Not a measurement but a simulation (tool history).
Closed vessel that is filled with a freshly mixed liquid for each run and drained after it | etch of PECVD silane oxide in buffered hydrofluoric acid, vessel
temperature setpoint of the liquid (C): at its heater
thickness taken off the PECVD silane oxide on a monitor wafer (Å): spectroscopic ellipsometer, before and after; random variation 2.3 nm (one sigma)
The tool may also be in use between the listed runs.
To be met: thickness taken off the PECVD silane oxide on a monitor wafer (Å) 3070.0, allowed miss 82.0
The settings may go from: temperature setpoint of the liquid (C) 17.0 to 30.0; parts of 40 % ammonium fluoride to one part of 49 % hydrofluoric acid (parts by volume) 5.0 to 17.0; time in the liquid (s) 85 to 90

| run | hour | temperature setpoint of the liquid (C) | parts of 40 % ammonium fluoride to one part of 49 % hydrofluoric acid (parts by volume) | time in the liquid (s) | thickness taken off the PECVD silane oxide on a monitor wafer (Å) |
|---|---|---|---|---|---|
| 1 | 0.0 | 22.0 | 10.5 | 85 | 3667.0 |
| 2 | 3.3 | 22.0 | 8.5 | 85 | 4429.2 |
| 3 | 4.2 | 21.0 | 9.0 | 85 | 3923.4 |
| 4 | 6.5 | 20.0 | 9.0 | 85 | 3673.4 |
| 5 | 15.4 | 20.0 | 8.0 | 85 | 4236.5 |
| 6 | 23.9 | 19.0 | 8.5 | 85 | 3754.4 |
| 7 | 25.8 | 18.5 | 9.0 | 85 | 3397.8 |
| 8 | 32.2 | 18.0 | 9.0 | 85 | 3300.4 |

4 next moves are on the table. One of them brings every result within its allowed miss. Which?
| A | 38.6 | 19.5 | 9.0 | 85 | ? |
| B | 38.6 | 22.5 | 12.0 | 90 | ? |
| C | 38.6 | 17.0 | 10.0 | 90 | ? |
| D | 38.6 | 18.5 | 8.5 | 85 | ? |

| move | thickness taken off the PECVD silane oxide on a monitor wafer (Å) |
|---|---|
| A | 3635.6 |
| B | 3563.1 |
| C | 3126.6 |
| D | 3656.6 |
A: further off than the last run
B: further off than the last run
C: meets every target
D: further off than the last run
The right move is C.
